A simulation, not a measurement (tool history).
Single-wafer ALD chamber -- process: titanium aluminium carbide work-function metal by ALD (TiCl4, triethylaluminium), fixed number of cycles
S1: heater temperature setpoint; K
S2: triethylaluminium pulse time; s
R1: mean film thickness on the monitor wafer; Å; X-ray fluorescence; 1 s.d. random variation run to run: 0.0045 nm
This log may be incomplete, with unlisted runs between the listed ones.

run    day      S1    S2      R1
  1      0  548.15  7.16  18.078
  2  0.317  544.15  6.46  17.212
  3  0.567  541.15  5.87  16.184
  4  0.842  536.15  5.87  15.677
  5  1.204  534.15  5.37  14.865
  6  1.396  532.15  4.95  13.942
  7  1.675  531.15  4.69  13.308
  8  1.738  530.15  4.54  12.985
  9  2.067  529.15  4.43  12.658
 10  2.221  529.15  4.43  12.627
 11  2.354  528.15  4.36   12.43
 12  2.667  527.15  4.31  12.088
 13  2.954  524.15  3.57   10.06
 14  2.996  526.15  3.58  10.051
 15  3.283  526.15  3.68  10.471
 16  3.454  528.15  3.71  10.653
 17  3.733  528.15  3.78  10.843

Run 18 is up next; what results do you expect?
 18  3.946  528.15  3.83   ?

Run 18 came out at R1 10.955 Å.

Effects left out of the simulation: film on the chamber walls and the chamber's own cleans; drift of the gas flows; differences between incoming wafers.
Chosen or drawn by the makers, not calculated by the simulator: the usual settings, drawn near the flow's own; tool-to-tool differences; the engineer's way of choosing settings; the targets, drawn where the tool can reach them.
